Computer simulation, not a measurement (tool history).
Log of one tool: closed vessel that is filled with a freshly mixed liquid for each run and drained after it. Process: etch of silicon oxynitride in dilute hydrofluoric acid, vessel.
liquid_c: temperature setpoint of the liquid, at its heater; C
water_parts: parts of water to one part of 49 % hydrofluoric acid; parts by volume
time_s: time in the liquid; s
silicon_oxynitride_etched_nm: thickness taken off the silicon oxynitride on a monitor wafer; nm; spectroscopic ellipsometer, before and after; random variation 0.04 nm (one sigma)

run    day  liquid_c  water_parts  time_s  silicon_oxynitride_etched_nm
  1      0        21           75     235                        12.192
  2  0.025        20           75     235                        11.543
  3  0.304        20           90     235                        9.5926
  4  0.325        18           90     235                        8.5548
  5  0.642      19.5           90     235                        9.3088
     0.983  -- thermometer replaced
  6  0.983        19           90     235                        9.8117
  7   1.05      18.5           90     235                        9.5583

The next listed run, before its measurement:
  8  1.275        18           90     235                             ?

Run 8 gave silicon_oxynitride_etched_nm 9.347 nm.
